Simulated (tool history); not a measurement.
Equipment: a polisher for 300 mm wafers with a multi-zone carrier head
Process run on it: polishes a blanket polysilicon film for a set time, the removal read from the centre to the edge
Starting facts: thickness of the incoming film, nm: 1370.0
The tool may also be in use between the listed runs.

run,hour,flow of slurry (ml/min),pressure of the head's centre zone,pressure of the head's middle zone,pressure of the head's edge zone,polishing time (s),film removed at the wafer's centre (Å),film removed at mid-radius (Å),film removed at the wafer's edge (Å)
1,0.0,225,1.00,1.00,1.00,47,3902.1,3983.0,4042.3
2,8.1,225,1.00,0.97,1.00,47,3943.8,3881.1,4053.6
3,8.7,225,0.95,0.97,1.00,47,3793.2,3933.3,4028.4
4,17.5,225,1.00,0.97,1.00,47,3955.2,3863.8,3997.6
5,18.2,235,1.03,0.97,1.03,48,4202.1,4018.1,4144.4
6,24.6,225,1.04,0.95,1.06,50,4396.4,4111.5,4464.9
7,25.9,235,1.06,0.94,1.08,50,4516.6,4068.6,4332.2
8,34.0,220,1.07,0.93,1.09,51,4596.0,4135.3,4643.2

Predict the results of run 9:
9,36.1,220,1.08,0.93,1.10,52,?,?,?

film removed at the wafer's centre (Å): 4696.6
film removed at mid-radius (Å): 4163.8
film removed at the wafer's edge (Å): 4673.1

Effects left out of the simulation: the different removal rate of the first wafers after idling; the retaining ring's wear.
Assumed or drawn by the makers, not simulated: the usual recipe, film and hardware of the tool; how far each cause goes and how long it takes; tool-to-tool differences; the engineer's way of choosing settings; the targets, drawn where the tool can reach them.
